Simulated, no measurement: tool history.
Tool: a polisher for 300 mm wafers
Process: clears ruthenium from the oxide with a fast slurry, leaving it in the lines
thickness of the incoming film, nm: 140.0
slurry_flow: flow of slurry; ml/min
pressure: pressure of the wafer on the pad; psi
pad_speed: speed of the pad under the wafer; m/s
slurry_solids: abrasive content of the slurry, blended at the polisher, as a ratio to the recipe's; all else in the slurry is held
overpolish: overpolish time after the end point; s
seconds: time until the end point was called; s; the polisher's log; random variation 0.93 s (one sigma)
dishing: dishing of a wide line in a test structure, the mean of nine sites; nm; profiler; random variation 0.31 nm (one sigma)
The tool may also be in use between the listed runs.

run  hour  slurry_flow  pressure  pad_speed  slurry_solids  overpolish  seconds  dishing
  1     0          155       2.6       0.88              1           9   40.192   25.013
  2   4.9          180       2.6       0.88              1           9   39.064   26.562
  3   8.6          180       3.2       0.88              1           9   31.606   31.101
  4  13.4          180       3.2       0.88           0.85           9   34.537   28.245
  5  16.3          205       3.2       0.88           0.85           9   33.746    29.11
  6  22.4          200       2.6       0.84           0.85          10   43.796   25.856
  7    27          195       2.2       0.82           0.85          10   53.074    21.73
  8    32          190       1.9        0.8           0.85          10   61.609   18.483
  9  36.7          185       1.7        0.8           0.85          11    69.05   18.445
 10  38.1          175       1.6        0.8           0.85          11   75.193   17.086
 11  41.7          170       1.6        0.8           0.85          11    74.19   17.141
 12  49.4          160       1.6        0.8           0.85          11   75.326   16.831

The next listed run, before its measurement:
 13  57.8          155       1.6        0.8           0.85          11        ?        ?

Run 13 gave seconds 76.761 s, dishing 17.086 nm.
